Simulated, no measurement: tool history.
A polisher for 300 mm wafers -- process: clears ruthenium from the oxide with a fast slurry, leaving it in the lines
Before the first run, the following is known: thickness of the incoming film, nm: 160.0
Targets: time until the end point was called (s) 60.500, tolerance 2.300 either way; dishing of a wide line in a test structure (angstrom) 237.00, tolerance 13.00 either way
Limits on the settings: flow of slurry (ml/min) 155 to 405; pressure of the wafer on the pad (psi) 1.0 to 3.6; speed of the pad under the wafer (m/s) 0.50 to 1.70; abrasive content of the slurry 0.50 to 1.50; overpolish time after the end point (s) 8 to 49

run,hour,flow of slurry (ml/min),pressure of the wafer on the pad (psi),speed of the pad under the wafer (m/s),abrasive content of the slurry,overpolish time after the end point (s),time until the end point was called (s),dishing of a wide line in a test structure (angstrom)
1,0.0,260,2.3,1.10,1.00,25,54.920,382.25
2,1.7,260,2.2,1.10,1.00,21,56.054,335.68
3,7.0,260,2.1,1.10,1.00,18,58.363,302.48
4,14.0,260,2.1,1.10,1.00,16,57.480,280.17
5,19.2,260,2.1,1.10,1.00,15,58.168,264.68
6,25.3,230,2.1,1.10,1.00,15,58.085,255.59
7,28.2,225,2.1,1.10,1.00,15,59.356,263.43
8,30.4,220,2.1,1.10,1.00,14,58.666,254.16
9,31.6,215,2.1,1.10,1.00,14,59.450,255.16
# hour 35.2: slurry blender recalibrated
10,35.2,210,2.1,1.10,1.00,14,53.842,276.29
11,43.4,280,1.9,1.10,1.00,8,56.083,169.60
12,50.1,260,1.9,1.10,1.00,9,57.457,189.03
13,54.7,250,1.9,1.10,1.00,10,57.250,199.14

Which single option among these 5 for the next run brings every result within its allowed miss of target? Just one does.
A,59.3,225,1.4,1.38,0.95,8,?,?
B,59.3,200,1.9,1.02,1.05,13,?,?
C,59.3,210,2.1,1.08,1.05,11,?,?
D,59.3,190,1.9,1.08,1.00,8,?,?
E,59.3,165,2.0,1.02,1.35,12,?,?

move,time until the end point was called (s),dishing of a wide line in a test structure (angstrom)
A,59.900,172.00
B,61.082,243.96
C,53.597,237.84
D,59.938,171.91
E,53.751,252.12
A: lands further from the targets than the last run did
B: every result within its allowed miss
C: brings the result that was furthest off to its target, and leaves another outside
D: lands further from the targets than the last run did
E: moves the result that the last run missed by most past its target, out the other side
So the answer is move B, the one that meets all the targets.

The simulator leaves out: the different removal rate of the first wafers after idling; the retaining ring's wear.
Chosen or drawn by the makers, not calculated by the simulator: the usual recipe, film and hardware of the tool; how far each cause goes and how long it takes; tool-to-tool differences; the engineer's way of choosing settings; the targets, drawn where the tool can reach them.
